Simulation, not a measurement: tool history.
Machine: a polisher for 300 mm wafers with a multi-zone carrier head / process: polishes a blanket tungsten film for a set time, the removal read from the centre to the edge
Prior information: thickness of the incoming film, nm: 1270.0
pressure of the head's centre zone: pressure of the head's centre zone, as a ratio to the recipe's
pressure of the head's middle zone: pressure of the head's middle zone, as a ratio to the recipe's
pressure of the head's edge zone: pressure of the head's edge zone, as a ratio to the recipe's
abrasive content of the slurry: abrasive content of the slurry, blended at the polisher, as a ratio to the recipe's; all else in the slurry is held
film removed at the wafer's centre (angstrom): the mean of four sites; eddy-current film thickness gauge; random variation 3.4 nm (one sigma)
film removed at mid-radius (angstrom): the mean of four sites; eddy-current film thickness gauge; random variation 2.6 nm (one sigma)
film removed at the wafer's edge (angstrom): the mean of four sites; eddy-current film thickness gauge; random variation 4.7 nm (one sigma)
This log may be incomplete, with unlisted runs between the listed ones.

| run | day | flow of slurry (ml/min) | pressure of the head's centre zone | pressure of the head's middle zone | pressure of the head's edge zone | abrasive content of the slurry | polishing time (s) | film removed at the wafer's centre (angstrom) | film removed at mid-radius (angstrom) | film removed at the wafer's edge (angstrom) |
|---|---|---|---|---|---|---|---|---|---|---|
| 1 | 0.000 | 175 | 1.00 | 1.00 | 1.00 | 1.00 | 56 | 3579.6 | 3547.2 | 3680.1 |
| 2 | 0.204 | 175 | 1.07 | 1.00 | 1.00 | 1.00 | 56 | 3720.9 | 3557.0 | 3719.8 |
| 3 | 0.542 | 175 | 1.07 | 1.00 | 1.00 | 1.10 | 56 | 3781.1 | 3633.2 | 3750.8 |
| 4 | 0.729 | 215 | 1.07 | 1.00 | 1.00 | 1.10 | 56 | 4010.7 | 3774.1 | 3893.6 |
| 5 | 0.775 | 195 | 1.01 | 1.02 | 1.03 | 1.05 | 56 | 3664.4 | 3732.0 | 3832.3 |
| 6 | 0.846 | 180 | 0.96 | 1.03 | 1.05 | 1.00 | 56 | 3471.2 | 3710.7 | 3855.7 |
| 7 | 1.179 | 170 | 0.92 | 1.04 | 1.06 | 0.95 | 55 | 3173.7 | 3545.2 | 3626.9 |
| 8 | 1.525 | 170 | 0.92 | 1.04 | 1.06 | 0.95 | 55 | 3204.5 | 3538.1 | 3763.7 |
| 9 | 1.546 | 160 | 0.89 | 1.05 | 1.05 | 0.90 | 55 | 3010.8 | 3484.2 | 3633.4 |

Expected results for the next run?
| 10 | 1.858 | 150 | 0.87 | 1.05 | 1.05 | 0.90 | 55 | ? | ? | ? |

film removed at the wafer's centre (angstrom): 2920.2
film removed at mid-radius (angstrom): 3445.5
film removed at the wafer's edge (angstrom): 3591.0
